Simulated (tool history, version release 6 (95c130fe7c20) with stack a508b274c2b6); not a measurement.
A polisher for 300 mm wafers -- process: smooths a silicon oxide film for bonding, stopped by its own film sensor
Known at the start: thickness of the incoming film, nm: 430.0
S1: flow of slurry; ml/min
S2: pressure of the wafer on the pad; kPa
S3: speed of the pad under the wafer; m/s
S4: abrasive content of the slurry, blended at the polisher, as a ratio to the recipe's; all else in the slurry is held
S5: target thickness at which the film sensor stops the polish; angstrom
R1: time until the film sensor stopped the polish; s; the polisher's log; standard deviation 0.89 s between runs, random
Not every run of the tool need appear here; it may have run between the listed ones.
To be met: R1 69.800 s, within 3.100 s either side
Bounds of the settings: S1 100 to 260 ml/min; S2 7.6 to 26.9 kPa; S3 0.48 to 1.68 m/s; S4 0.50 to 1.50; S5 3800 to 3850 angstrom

run	hour	S1	S2	S3	S4	S5	R1
1	0.0	165	17.2	1.08	1.00	3800	38.722
2	3.1	165	14.5	1.08	1.00	3800	43.692
3	8.1	165	12.4	1.08	1.00	3800	48.837
4	16.9	165	11.0	1.04	1.00	3800	52.534
5	20.7	165	11.0	1.04	1.00	3850	46.678
6	21.8	165	10.3	0.96	1.00	3850	53.106
7	27.8	165	9.7	0.92	1.00	3850	56.191
8	33.3	165	9.0	0.88	1.00	3850	61.111
9	39.5	165	9.0	0.86	1.00	3850	60.749

Consider the 5 candidate settings below. Which is the only one whose results all fall within their allowed miss of target?
A	45.7	180	11.7	0.84	0.95	3850	?
B	45.7	145	9.7	0.88	1.05	3830	?
C	45.7	175	10.3	0.60	1.15	3840	?
D	45.7	170	11.0	0.96	1.05	3850	?
E	45.7	210	13.1	0.88	0.95	3850	?

move	R1
A	55.964
B	62.914
C	71.998
D	51.029
E	49.520
A: its largest miss is bigger than the last run's
B: an improvement on the last run, though not all results are within tolerance
C: all results in spec
D: its largest miss is bigger than the last run's
E: its largest miss is bigger than the last run's
The move that meets every target is C.
